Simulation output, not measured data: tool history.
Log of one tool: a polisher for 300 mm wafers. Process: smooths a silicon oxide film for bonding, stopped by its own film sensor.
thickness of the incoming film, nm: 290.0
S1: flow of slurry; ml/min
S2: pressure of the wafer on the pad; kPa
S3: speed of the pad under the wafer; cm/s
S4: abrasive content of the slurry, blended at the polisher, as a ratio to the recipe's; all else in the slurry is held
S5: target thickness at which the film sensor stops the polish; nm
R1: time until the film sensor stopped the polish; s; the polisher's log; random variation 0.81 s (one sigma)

run	hour	S1	S2	S3	S4	S5	R1
1	0	150	15.9	106	1	261	34.245
2	2.9	150	18.6	106	1	261	30.053
3	9.1	150	18.6	106	1	265	26.062
4	11.4	135	18.6	106	1	265	25.389
5	18.5	110	18.6	106	1	265	27.002
6	21.7	110	18.6	116	1	265	24.792
7	26.5	110	17.2	114	1	265	26.925

Run 8 comes next. What will it give?
8	31	110	15.9	112	1	265	?

Run 8 gave R1 29.134 s.
